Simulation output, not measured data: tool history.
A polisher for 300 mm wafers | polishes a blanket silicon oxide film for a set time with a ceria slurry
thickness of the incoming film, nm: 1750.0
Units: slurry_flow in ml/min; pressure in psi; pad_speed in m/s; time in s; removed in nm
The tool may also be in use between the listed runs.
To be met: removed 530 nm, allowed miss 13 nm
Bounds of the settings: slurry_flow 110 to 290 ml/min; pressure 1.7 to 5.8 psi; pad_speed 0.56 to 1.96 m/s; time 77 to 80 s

{"run": 1, "day": 0.0, "slurry_flow": 185, "pressure": 3.7, "pad_speed": 1.26, "time": 77, "removed": 461.21}
{"run": 2, "day": 0.338, "slurry_flow": 225, "pressure": 3.7, "pad_speed": 1.26, "time": 77, "removed": 473.07}
{"run": 3, "day": 0.508, "slurry_flow": 230, "pressure": 3.8, "pad_speed": 1.26, "time": 77, "removed": 487.18}
{"run": 4, "day": 0.871, "slurry_flow": 230, "pressure": 4.7, "pad_speed": 1.26, "time": 77, "removed": 583.1}
{"run": 5, "day": 0.975, "slurry_flow": 185, "pressure": 4.7, "pad_speed": 1.26, "time": 77, "removed": 565.48}
{"run": 6, "day": 1.046, "slurry_flow": 180, "pressure": 4.7, "pad_speed": 1.26, "time": 77, "removed": 569.82}
{"run": 7, "day": 1.392, "slurry_flow": 180, "pressure": 4.6, "pad_speed": 1.26, "time": 77, "removed": 554.3}
{"run": 8, "day": 1.567, "slurry_flow": 175, "pressure": 4.6, "pad_speed": 1.26, "time": 77, "removed": 556.96}

4 next moves are on the table. One of them brings every result within its allowed miss. Which?
{"run": "A", "day": 1.742, "slurry_flow": 155, "pressure": 4.5, "pad_speed": 1.36, "time": 79, "removed": "?"}
{"run": "B", "day": 1.742, "slurry_flow": 160, "pressure": 4.6, "pad_speed": 1.2, "time": 78, "removed": "?"}
{"run": "C", "day": 1.742, "slurry_flow": 160, "pressure": 4.6, "pad_speed": 1.36, "time": 79, "removed": "?"}
{"run": "D", "day": 1.742, "slurry_flow": 155, "pressure": 4.8, "pad_speed": 1.28, "time": 77, "removed": "?"}

move=A removed=589.33
move=B removed=528.52
move=C removed=604.43
move=D removed=573.28
A: further off than the last run
B: meets every target
C: further off than the last run
D: further off than the last run
Answer: B

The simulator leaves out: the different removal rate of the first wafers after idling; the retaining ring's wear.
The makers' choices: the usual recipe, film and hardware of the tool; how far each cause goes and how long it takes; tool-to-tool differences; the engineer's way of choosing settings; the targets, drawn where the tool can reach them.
